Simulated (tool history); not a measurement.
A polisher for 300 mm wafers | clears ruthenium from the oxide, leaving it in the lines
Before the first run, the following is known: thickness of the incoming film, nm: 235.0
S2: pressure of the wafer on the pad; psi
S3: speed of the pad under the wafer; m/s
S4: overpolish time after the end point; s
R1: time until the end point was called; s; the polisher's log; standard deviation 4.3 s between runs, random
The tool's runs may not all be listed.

Run 1, day 0: flow of slurry (ml/min) 260, S2 2.6 psi, S3 0.98 m/s, S4 22 s. Result: R1 146.45 s.
Run 2, day 0.071: flow of slurry (ml/min) 260, S2 2.6 psi, S3 0.98 m/s, S4 22 s. Result: R1 145.34 s.
Run 3, day 0.158: flow of slurry (ml/min) 295, S2 2.6 psi, S3 0.98 m/s, S4 22 s. Result: R1 145.42 s.
Run 4, day 0.329: flow of slurry (ml/min) 295, S2 2.6 psi, S3 1.08 m/s, S4 22 s. Result: R1 130.86 s.
Run 5, day 0.621: flow of slurry (ml/min) 295, S2 2.2 psi, S3 0.98 m/s, S4 22 s. Result: R1 171.73 s.
Run 6, day 0.792: flow of slurry (ml/min) 295, S2 1.9 psi, S3 0.94 m/s, S4 22 s. Result: R1 202.86 s.

Expected results for the next run?
Run 7, day 0.938: flow of slurry (ml/min) 295, S2 1.7 psi, S3 0.92 m/s, S4 22 s. Result: R1 ?.

{"run 7": {"R1": 227.45}}
